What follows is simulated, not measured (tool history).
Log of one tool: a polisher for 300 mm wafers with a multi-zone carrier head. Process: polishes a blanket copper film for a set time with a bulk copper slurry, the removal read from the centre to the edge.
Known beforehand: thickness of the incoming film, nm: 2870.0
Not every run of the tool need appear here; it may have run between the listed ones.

| run | day | flow of slurry (ml/min) | pressure of the head's centre zone | pressure of the head's middle zone | pressure of the head's edge zone | abrasive content of the slurry | polishing time (s) | film removed at the wafer's centre (nm) | film removed at mid-radius (nm) | film removed at the wafer's edge (nm) |
|---|---|---|---|---|---|---|---|---|---|---|
| 1 | 0.000 | 120 | 1.00 | 1.00 | 1.00 | 1.00 | 40 | 272.95 | 265.76 | 276.96 |
| 2 | 0.025 | 120 | 1.00 | 1.00 | 1.00 | 1.00 | 31 | 207.93 | 210.28 | 215.38 |
| 3 | 0.221 | 120 | 1.00 | 1.00 | 1.00 | 0.80 | 31 | 199.83 | 194.10 | 206.39 |
| 4 | 0.471 | 125 | 1.00 | 0.99 | 1.03 | 0.90 | 33 | 219.14 | 220.20 | 225.45 |
| 5 | 0.558 | 115 | 1.00 | 0.97 | 1.04 | 1.00 | 36 | 240.07 | 236.34 | 249.37 |
| 6 | 0.738 | 115 | 1.00 | 0.97 | 1.04 | 1.20 | 36 | 253.51 | 241.45 | 261.34 |
| 7 | 1.000 | 115 | 0.99 | 0.97 | 1.06 | 1.25 | 37 | 259.03 | 248.05 | 277.14 |
| 8 | 1.362 | 120 | 0.99 | 0.98 | 1.08 | 1.30 | 38 | 273.50 | 265.19 | 290.68 |
| 9 | 1.683 | 125 | 0.99 | 0.98 | 1.10 | 1.35 | 39 | 284.41 | 278.21 | 302.14 |
| 10 | 1.817 | 125 | 0.99 | 0.98 | 1.11 | 1.35 | 40 | 291.20 | 280.35 | 308.68 |
| 11 | 2.046 | 125 | 0.99 | 0.98 | 1.12 | 1.35 | 41 | 301.78 | 297.39 | 320.07 |
| 12 | 2.300 | 125 | 0.99 | 0.97 | 1.13 | 1.35 | 42 | 307.33 | 302.54 | 323.95 |
| 13 | 2.571 | 125 | 0.98 | 0.96 | 1.13 | 1.35 | 43 | 307.49 | 297.35 | 338.61 |

What will run 14 give?
| 14 | 2.821 | 130 | 0.98 | 0.96 | 1.14 | 1.35 | 43 | ? | ? | ? |

Run 14 yielded film removed at the wafer's centre (nm) 310.82, film removed at mid-radius (nm) 305.28, film removed at the wafer's edge (nm) 340.07.

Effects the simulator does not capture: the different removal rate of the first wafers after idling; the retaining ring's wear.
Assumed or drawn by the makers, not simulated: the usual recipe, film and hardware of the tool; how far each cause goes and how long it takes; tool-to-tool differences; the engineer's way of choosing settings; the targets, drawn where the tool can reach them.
